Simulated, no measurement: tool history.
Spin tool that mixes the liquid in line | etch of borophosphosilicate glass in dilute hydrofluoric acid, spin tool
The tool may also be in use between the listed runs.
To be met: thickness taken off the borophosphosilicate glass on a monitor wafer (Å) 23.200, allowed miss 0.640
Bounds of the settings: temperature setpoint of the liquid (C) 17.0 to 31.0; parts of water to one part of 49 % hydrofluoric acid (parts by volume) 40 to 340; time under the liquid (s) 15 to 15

run,hour,temperature setpoint of the liquid (C),parts of water to one part of 49 % hydrofluoric acid (parts by volume),time under the liquid (s),thickness taken off the borophosphosilicate glass on a monitor wafer (Å)
1,0.0,23.0,190,15,29.182
2,6.5,23.0,190,15,28.914
3,9.1,21.0,190,15,26.866
4,14.0,21.0,190,15,26.771
5,21.1,20.0,190,15,25.827
6,30.1,20.0,190,15,25.867
7,31.2,19.0,190,15,24.953
8,39.9,18.5,190,15,24.331
9,46.0,18.0,190,15,24.042
10,51.4,18.0,190,15,23.982

5 next moves are on the table. One of them brings every result within its allowed miss. Which?
A,56.8,19.0,200,15,?
B,56.8,21.0,200,15,?
C,56.8,18.0,205,15,?
D,56.8,20.0,195,15,?
E,56.8,18.5,180,15,?

move,thickness taken off the borophosphosilicate glass on a monitor wafer (Å)
A,23.327
B,25.200
C,21.780
D,24.995
E,25.908
A: meets every target
B: further off than the last run
C: takes the result that was furthest off past its target
D: further off than the last run
E: further off than the last run
The right move is A.
